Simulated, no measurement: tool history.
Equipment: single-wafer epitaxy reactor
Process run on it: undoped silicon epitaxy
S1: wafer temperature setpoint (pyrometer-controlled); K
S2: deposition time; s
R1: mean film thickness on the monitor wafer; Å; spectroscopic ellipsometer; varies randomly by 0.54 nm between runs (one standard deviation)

run	hour	S1	S2	R1
1	0.0	928.15	308	539.09
2	4.3	933.15	308	597.78
3	11.1	933.15	273	534.77
4	13.9	933.15	304	593.40
5	22.9	924.15	304	491.35
6	26.8	924.15	340	549.58
7	33.3	927.15	341	587.94
8	33.9	927.15	341	585.99
9	35.5	939.15	345	757.68
10	44.2	941.15	345	788.08
11	50.5	942.15	345	804.77
12	58.9	943.15	345	826.21
13	65.8	944.15	345	836.31
14	71.3	945.15	345	856.21

Expected results for the next run?
15	79.4	946.15	345	?

{"run 15": {"R1": 872.43}}
